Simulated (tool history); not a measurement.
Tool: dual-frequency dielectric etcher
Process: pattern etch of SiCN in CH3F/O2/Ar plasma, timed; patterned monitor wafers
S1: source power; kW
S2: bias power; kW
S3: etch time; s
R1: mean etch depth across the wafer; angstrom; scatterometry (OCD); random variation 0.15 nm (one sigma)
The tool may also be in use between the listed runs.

run    day     S1     S2     S3      R1
  1  0.000  0.300  0.086  113.5  446.48
  2  0.046  0.340  0.086  113.5  471.99
  3  0.279  0.340  0.099  113.5  495.12
  4  0.496  0.290  0.096  113.5  454.11
  5  0.812  0.260  0.095  113.5  431.28
  6  0.921  0.240  0.094  113.5  413.13
  7  1.112  0.230  0.094  113.5  406.03

The next listed run, before its measurement:
  8  1.392  0.220  0.094  113.5   ?

Run 8 gave R1 399.18 angstrom.
